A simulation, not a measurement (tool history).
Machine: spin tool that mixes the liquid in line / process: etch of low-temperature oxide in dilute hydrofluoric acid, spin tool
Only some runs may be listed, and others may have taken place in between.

| run | hour | temperature setpoint of the liquid (°C) | parts of water to one part of 49 % hydrofluoric acid (parts by volume) | time under the liquid (s) | thickness taken off the low-temperature oxide on a monitor wafer (Å) |
|---|---|---|---|---|---|
| 1 | 0.0 | 20.0 | 230 | 265 | 150.61 |
| 2 | 3.1 | 20.0 | 305 | 265 | 103.12 |
| 3 | 6.1 | 23.0 | 305 | 265 | 115.91 |
| 4 | 8.8 | 21.0 | 305 | 265 | 107.75 |
| 5 | 10.5 | 24.0 | 305 | 265 | 123.06 |
| 6 | 13.8 | 24.5 | 290 | 265 | 131.15 |
| 7 | 16.8 | 25.0 | 275 | 265 | 142.40 |
| 8 | 24.7 | 25.5 | 265 | 265 | 153.25 |

What will run 9 give?
| 9 | 25.3 | 26.0 | 255 | 265 | ? |

thickness taken off the low-temperature oxide on a monitor wafer (Å): 160.38
